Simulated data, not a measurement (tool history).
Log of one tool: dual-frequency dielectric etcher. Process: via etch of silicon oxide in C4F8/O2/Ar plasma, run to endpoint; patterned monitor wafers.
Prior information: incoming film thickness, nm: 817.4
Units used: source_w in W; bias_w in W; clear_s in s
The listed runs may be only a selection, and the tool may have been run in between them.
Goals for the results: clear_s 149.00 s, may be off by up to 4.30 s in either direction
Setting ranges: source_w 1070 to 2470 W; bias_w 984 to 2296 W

run  hour  source_w  bias_w  clear_s
  1   0.0      1770    1640   172.32
  2   2.4      1770    1802   168.27
  3  10.4      1830    1825   164.49
  4  11.0      1830    2035   161.02
  5  14.1      1870    2049   159.06
  6  20.7      1670    2049   168.26
  7  22.0      1720    2065   164.69
  8  28.7      1770    2081   161.25
  9  35.8      1770    2081   163.18
 10  39.9      1810    2094   160.17
 11  46.6      1840    2104   158.86
 12  54.1      1870    2113   158.26
 13  59.6      1900    2124   156.14
 14  66.5      1920    2131   154.97
 15  67.5      1920    2131   155.04
 16  70.2      1940    2137   155.41

Which single option among these 5 for the next run brings every result within its allowed miss of target? Just one does.
  A  72.9      1770    2006        ?
  B  72.9      2000    2296        ?
  C  72.9      1860    2114        ?
  D  72.9      1810    1774        ?
  E  72.9      1780    1907        ?

move  clear_s
   A   163.38
   B   149.27
   C   157.59
   D   166.60
   E   165.00
A: the biggest miss grows against the last run
B: meets every target
C: the biggest miss grows against the last run
D: the biggest miss grows against the last run
E: the biggest miss grows against the last run
The move that meets every target is B.
